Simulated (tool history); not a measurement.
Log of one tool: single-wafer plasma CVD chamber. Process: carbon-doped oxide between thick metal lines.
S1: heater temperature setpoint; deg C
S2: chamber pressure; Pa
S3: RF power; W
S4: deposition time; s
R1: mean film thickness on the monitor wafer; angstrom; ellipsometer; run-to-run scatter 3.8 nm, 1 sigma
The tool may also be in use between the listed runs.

run,day,S1,S2,S3,S4,R1
1,0,365,480,460,201,9063.6
2,0.358,365,480,460,207,9379.9
3,0.646,366,459,440,207,8946.8
4,0.875,362,459,440,207,9106.4
5,1.129,373,459,440,207,8823.7
6,1.188,374,437,430,207,8584.3

The next listed run, before its measurement:
7,1.521,375,417,420,207,?

R1: 8279.2 angstrom
